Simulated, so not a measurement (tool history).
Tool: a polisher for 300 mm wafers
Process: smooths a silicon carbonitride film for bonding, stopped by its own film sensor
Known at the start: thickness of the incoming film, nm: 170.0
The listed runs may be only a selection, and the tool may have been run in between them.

run  hour  flow of slurry (ml/min)  pressure of the wafer on the pad (psi)  speed of the pad under the wafer (m/s)  abrasive content of the slurry  target thickness at which the film sensor stops the polish (angstrom)  time until the film sensor stopped the polish (s)
  1   0.0                      190                                     2.5                                    1.16                             1.0                                                                   1350                                            105.450
  2   8.2                      155                                     2.5                                    1.16                             1.0                                                                   1350                                            106.260
  3  10.1                      155                                     2.6                                    1.16                             1.0                                                                   1350                                            104.050
  4  11.6                      120                                     2.6                                    1.16                             1.0                                                                   1350                                            110.890
  5  16.7                      140                                     2.7                                    1.16                             1.0                                                                   1350                                            103.290
  6  21.2                      150                                     2.8                                    1.16                             1.0                                                                   1350                                             97.149
  7  25.1                      160                                     2.9                                    1.16                             1.0                                                                   1350                                             92.500

What will run 8 give?
  8  29.1                      165                                     2.9                                    1.16                             1.0                                                                   1350                                                  ?

Run 8 gave time until the film sensor stopped the polish (s) 92.086.
